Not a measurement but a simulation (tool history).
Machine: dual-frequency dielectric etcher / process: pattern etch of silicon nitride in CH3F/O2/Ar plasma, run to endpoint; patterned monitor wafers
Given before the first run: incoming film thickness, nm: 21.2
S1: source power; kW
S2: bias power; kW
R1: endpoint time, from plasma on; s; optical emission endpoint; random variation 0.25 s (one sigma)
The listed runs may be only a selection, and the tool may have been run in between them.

run  hour     S1     S2      R1
  1   0.0  0.500  0.090  28.203
  2   9.0  0.500  0.098  27.894
  3  16.2  0.480  0.096  28.280
  4  18.9  0.460  0.094  28.695
  5  27.3  0.540  0.094  27.386
  6  28.3  0.510  0.091  28.181
  7  30.4  0.490  0.088  28.964
  8  38.0  0.470  0.086  29.277
  9  38.8  0.450  0.084  29.554
 10  41.2  0.430  0.082  29.721
 11  45.2  0.410  0.079  31.288
 12  46.6  0.400  0.078  31.008
 13  49.9  0.390  0.077  31.205

Run 14 comes next. What will it give?
 14  55.7  0.390  0.077   ?

R1: 31.422 s
